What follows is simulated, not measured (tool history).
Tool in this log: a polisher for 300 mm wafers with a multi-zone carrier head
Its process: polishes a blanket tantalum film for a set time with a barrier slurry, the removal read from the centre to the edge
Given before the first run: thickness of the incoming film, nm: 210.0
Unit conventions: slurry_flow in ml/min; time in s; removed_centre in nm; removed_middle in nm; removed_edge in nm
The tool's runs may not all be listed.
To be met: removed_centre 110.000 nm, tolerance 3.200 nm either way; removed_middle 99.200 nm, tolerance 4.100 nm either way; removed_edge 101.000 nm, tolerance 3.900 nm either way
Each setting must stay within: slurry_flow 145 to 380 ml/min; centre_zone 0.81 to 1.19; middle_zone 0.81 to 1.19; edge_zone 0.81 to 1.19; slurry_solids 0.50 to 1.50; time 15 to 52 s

| run | hour | slurry_flow | centre_zone | middle_zone | edge_zone | slurry_solids | time | removed_centre | removed_middle | removed_edge |
|---|---|---|---|---|---|---|---|---|---|---|
| 1 | 0.0 | 245 | 1.00 | 1.00 | 1.00 | 1.00 | 33 | 79.134 | 78.757 | 78.165 |
| 2 | 1.3 | 245 | 1.00 | 1.00 | 1.00 | 0.90 | 33 | 76.387 | 76.332 | 74.634 |
| 3 | 5.7 | 245 | 0.96 | 1.00 | 1.00 | 0.90 | 33 | 72.414 | 76.497 | 74.582 |
| 4 | 14.5 | 255 | 1.01 | 1.03 | 1.04 | 1.05 | 33 | 81.395 | 81.112 | 81.629 |
| 5 | 16.4 | 265 | 1.05 | 1.07 | 1.06 | 1.15 | 33 | 87.851 | 88.452 | 83.591 |
| 6 | 23.6 | 270 | 1.07 | 1.07 | 1.09 | 1.25 | 33 | 91.263 | 93.274 | 86.967 |
| 7 | 28.5 | 275 | 1.10 | 1.03 | 1.12 | 1.35 | 33 | 97.064 | 91.157 | 90.972 |
| 8 | 29.5 | 280 | 1.11 | 1.03 | 1.14 | 1.40 | 33 | 99.306 | 92.774 | 91.441 |
| 9 | 30.6 | 280 | 1.11 | 1.02 | 1.15 | 1.45 | 34 | 103.670 | 94.641 | 95.018 |
| 10 | 39.6 | 280 | 1.11 | 1.02 | 1.15 | 1.45 | 34 | 103.370 | 96.584 | 95.011 |
| 11 | 42.2 | 285 | 1.11 | 1.01 | 1.16 | 1.45 | 34 | 102.940 | 92.787 | 97.356 |
| 12 | 44.5 | 295 | 1.12 | 1.02 | 1.17 | 1.45 | 34 | 104.960 | 97.927 | 96.081 |

Below are 4 possible settings for the next run. Only one of them brings all results inside the allowed miss of their targets. Which is it?
| A | 46.8 | 200 | 1.06 | 0.91 | 1.07 | 1.20 | 40 | ? | ? | ? |
| B | 46.8 | 280 | 1.03 | 0.91 | 1.16 | 1.50 | 39 | ? | ? | ? |
| C | 46.8 | 300 | 1.03 | 1.02 | 1.19 | 1.45 | 39 | ? | ? | ? |
| D | 46.8 | 250 | 1.11 | 1.00 | 1.09 | 1.30 | 38 | ? | ? | ? |

| move | removed_centre | removed_middle | removed_edge |
|---|---|---|---|
| A | 103.740 | 92.498 | 98.497 |
| B | 109.870 | 100.340 | 108.430 |
| C | 109.960 | 110.340 | 108.930 |
| D | 109.660 | 100.570 | 98.641 |
A: lands further from the targets than the last run did
B: the furthest-off result lands on target, but another misses its tolerance
C: the furthest-off result lands on target, but another misses its tolerance
D: meets every target
Go with D: it meets all targets.

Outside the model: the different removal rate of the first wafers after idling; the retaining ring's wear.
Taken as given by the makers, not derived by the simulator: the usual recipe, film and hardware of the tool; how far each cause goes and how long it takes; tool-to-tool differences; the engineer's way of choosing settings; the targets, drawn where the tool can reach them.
